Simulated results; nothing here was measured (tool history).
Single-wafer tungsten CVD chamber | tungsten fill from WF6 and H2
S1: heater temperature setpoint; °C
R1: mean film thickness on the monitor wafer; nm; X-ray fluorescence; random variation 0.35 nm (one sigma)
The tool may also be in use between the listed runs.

{"run": 1, "hour": 0.0, "S1": 375, "chamber pressure (mTorr)": 46400, "deposition time (s)": 24, "R1": 51.235}
{"run": 2, "hour": 2.5, "S1": 377, "chamber pressure (mTorr)": 46500, "deposition time (s)": 24, "R1": 54.136}
{"run": 3, "hour": 8.6, "S1": 371, "chamber pressure (mTorr)": 46500, "deposition time (s)": 24, "R1": 46.427}
{"run": 4, "hour": 9.4, "S1": 371, "chamber pressure (mTorr)": 46500, "deposition time (s)": 22.8, "R1": 44.16}
{"run": 5, "hour": 16.2, "S1": 362, "chamber pressure (mTorr)": 46500, "deposition time (s)": 22.8, "R1": 35.272}
{"run": 6, "hour": 22.9, "S1": 358, "chamber pressure (mTorr)": 46500, "deposition time (s)": 22.8, "R1": 32.213}

Run 7 comes next. What will it give?
{"run": 7, "hour": 25.2, "S1": 362, "chamber pressure (mTorr)": 46600, "deposition time (s)": 22.8, "R1": "?"}

{"run 7": {"R1": 35.517}}
